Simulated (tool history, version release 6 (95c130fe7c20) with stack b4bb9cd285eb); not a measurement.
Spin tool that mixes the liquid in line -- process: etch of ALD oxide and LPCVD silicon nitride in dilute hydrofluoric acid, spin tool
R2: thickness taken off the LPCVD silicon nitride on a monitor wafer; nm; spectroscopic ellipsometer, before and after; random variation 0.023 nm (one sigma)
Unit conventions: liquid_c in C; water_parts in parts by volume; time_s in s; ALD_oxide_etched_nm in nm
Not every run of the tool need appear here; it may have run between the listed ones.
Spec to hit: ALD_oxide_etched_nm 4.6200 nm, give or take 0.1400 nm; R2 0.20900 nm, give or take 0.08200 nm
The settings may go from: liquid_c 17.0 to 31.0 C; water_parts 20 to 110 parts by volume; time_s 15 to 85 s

run 1 day=0.000 | liquid_c=23.0 water_parts=60 time_s=45 | ALD_oxide_etched_nm=6.5685 R2=0.20374
run 2 day=0.229 | liquid_c=23.0 water_parts=40 time_s=45 | ALD_oxide_etched_nm=9.8963 R2=0.49642
run 3 day=0.321 | liquid_c=26.5 water_parts=40 time_s=45 | ALD_oxide_etched_nm=11.7910 R2=0.45540
run 4 day=0.571 | liquid_c=26.5 water_parts=40 time_s=60 | ALD_oxide_etched_nm=15.1710 R2=0.73133
-- day=0.600 thermometer replaced
run 5 day=0.600 | liquid_c=26.5 water_parts=50 time_s=60 | ALD_oxide_etched_nm=13.0410 R2=0.59235
run 6 day=0.808 | liquid_c=26.5 water_parts=50 time_s=50 | ALD_oxide_etched_nm=10.8540 R2=0.49237
run 7 day=1.142 | liquid_c=24.0 water_parts=55 time_s=50 | ALD_oxide_etched_nm=9.0125 R2=0.40651
run 8 day=1.429 | liquid_c=22.5 water_parts=60 time_s=50 | ALD_oxide_etched_nm=7.7026 R2=0.36290
run 9 day=1.654 | liquid_c=18.5 water_parts=80 time_s=50 | ALD_oxide_etched_nm=4.8492 R2=0.21734

Consider the 5 candidate settings below. Which is the only one whose results all fall within their allowed miss of target?
run A day=1.879 | liquid_c=17.0 water_parts=70 time_s=50 | ALD_oxide_etched_nm=? R2=?
run B day=1.879 | liquid_c=18.0 water_parts=80 time_s=50 | ALD_oxide_etched_nm=? R2=?
run C day=1.879 | liquid_c=19.5 water_parts=75 time_s=50 | ALD_oxide_etched_nm=? R2=?
run D day=1.879 | liquid_c=21.5 water_parts=80 time_s=45 | ALD_oxide_etched_nm=? R2=?
run E day=1.879 | liquid_c=20.5 water_parts=80 time_s=50 | ALD_oxide_etched_nm=? R2=?

move=A ALD_oxide_etched_nm=5.1203 R2=0.16493
move=B ALD_oxide_etched_nm=4.6246 R2=0.15540
move=C ALD_oxide_etched_nm=5.2843 R2=0.18362
move=D ALD_oxide_etched_nm=4.8163 R2=0.17792
move=E ALD_oxide_etched_nm=5.1351 R2=0.18467
A: misses by more than the last run did
B: each result inside its tolerance
C: misses by more than the last run did
D: better than the last run, though not everything is in spec
E: misses by more than the last run did
B is the move that brings every result within its allowed miss.
